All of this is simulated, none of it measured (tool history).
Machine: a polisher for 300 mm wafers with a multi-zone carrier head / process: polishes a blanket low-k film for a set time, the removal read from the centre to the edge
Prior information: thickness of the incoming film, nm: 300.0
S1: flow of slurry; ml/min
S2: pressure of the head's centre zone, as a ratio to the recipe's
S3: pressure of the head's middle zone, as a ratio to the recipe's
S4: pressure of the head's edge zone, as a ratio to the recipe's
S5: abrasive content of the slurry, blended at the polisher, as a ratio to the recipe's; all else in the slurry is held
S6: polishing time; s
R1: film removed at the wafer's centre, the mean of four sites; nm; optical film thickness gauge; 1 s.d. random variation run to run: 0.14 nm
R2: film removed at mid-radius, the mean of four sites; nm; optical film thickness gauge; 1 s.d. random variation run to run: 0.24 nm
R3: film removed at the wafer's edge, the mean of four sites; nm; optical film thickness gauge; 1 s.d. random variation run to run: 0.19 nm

Run 1, hour 0.0: S1 185 ml/min, S2 1.00, S3 1.00, S4 1.00, S5 1.00, S6 83 s. Result: R1 36.709 nm, R2 35.663 nm, R3 36.523 nm.
Run 2, hour 8.8: S1 185 ml/min, S2 1.00, S3 1.00, S4 1.00, S5 1.15, S6 83 s. Result: R1 40.298 nm, R2 38.457 nm, R3 39.466 nm.
Run 3, hour 17.7: S1 180 ml/min, S2 0.99, S3 0.96, S4 0.97, S5 1.00, S6 79 s. Result: R1 34.660 nm, R2 32.430 nm, R3 34.746 nm.
Run 4, hour 25.2: S1 180 ml/min, S2 0.99, S3 0.96, S4 0.97, S5 0.85, S6 79 s. Result: R1 30.479 nm, R2 29.182 nm, R3 30.301 nm.
Run 5, hour 30.4: S1 180 ml/min, S2 0.99, S3 0.96, S4 0.97, S5 0.65, S6 79 s. Result: R1 23.323 nm, R2 22.038 nm, R3 22.661 nm.
Run 6, hour 36.8: S1 180 ml/min, S2 0.99, S3 0.92, S4 0.97, S5 0.65, S6 79 s. Result: R1 23.446 nm, R2 21.600 nm, R3 23.004 nm.
Run 7, hour 40.7: S1 180 ml/min, S2 0.99, S3 0.92, S4 0.97, S5 0.65, S6 79 s. Result: R1 23.204 nm, R2 21.225 nm, R3 22.907 nm.
Run 8, hour 49.0: S1 175 ml/min, S2 0.98, S3 0.91, S4 0.96, S5 0.65, S6 79 s. Result: R1 22.772 nm, R2 21.104 nm, R3 23.412 nm.
Run 9, hour 55.5: S1 175 ml/min, S2 0.98, S3 0.91, S4 0.96, S5 0.65, S6 79 s. Result: R1 22.919 nm, R2 20.724 nm, R3 22.937 nm.
Run 10, hour 63.2: S1 170 ml/min, S2 0.97, S3 0.91, S4 0.94, S5 0.65, S6 79 s. Result: R1 22.599 nm, R2 21.291 nm, R3 22.156 nm.
At hour 64.5: worn pad replaced by a new one.
Run 11, hour 64.5: S1 160 ml/min, S2 0.96, S3 0.89, S4 0.94, S5 0.65, S6 79 s. Result: R1 25.881 nm, R2 23.979 nm, R3 25.777 nm.
Run 12, hour 66.6: S1 175 ml/min, S2 0.96, S3 0.89, S4 0.95, S5 0.65, S6 79 s. Result: R1 25.949 nm, R2 23.884 nm, R3 26.418 nm.

Estimate the outcome of run 13 from the log above:
Run 13, hour 73.1: S1 160 ml/min, S2 0.97, S3 0.90, S4 0.98, S5 0.65, S6 79 s. Result: R1 ?, R2 ?, R3 ?.

R1: 26.014 nm
R2: 23.673 nm
R3: 26.818 nm
